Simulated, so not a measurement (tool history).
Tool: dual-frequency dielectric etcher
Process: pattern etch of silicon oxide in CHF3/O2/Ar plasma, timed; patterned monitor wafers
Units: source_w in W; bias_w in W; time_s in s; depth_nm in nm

{"run": 1, "hour": 0.0, "source_w": 610, "bias_w": 131, "time_s": 569.5, "depth_nm": 969.98}
{"run": 2, "hour": 4.0, "source_w": 580, "bias_w": 129, "time_s": 569.5, "depth_nm": 954.73}
{"run": 3, "hour": 12.2, "source_w": 550, "bias_w": 127, "time_s": 569.5, "depth_nm": 924.87}
{"run": 4, "hour": 14.1, "source_w": 530, "bias_w": 126, "time_s": 569.5, "depth_nm": 924.82}
{"run": 5, "hour": 20.0, "source_w": 510, "bias_w": 124, "time_s": 569.5, "depth_nm": 911.57}
{"run": 6, "hour": 27.1, "source_w": 510, "bias_w": 124, "time_s": 595.5, "depth_nm": 954.68}

The next listed run, before its measurement:
{"run": 7, "hour": 33.0, "source_w": 490, "bias_w": 121, "time_s": 594.5, "depth_nm": "?"}

depth_nm: 946.41 nm

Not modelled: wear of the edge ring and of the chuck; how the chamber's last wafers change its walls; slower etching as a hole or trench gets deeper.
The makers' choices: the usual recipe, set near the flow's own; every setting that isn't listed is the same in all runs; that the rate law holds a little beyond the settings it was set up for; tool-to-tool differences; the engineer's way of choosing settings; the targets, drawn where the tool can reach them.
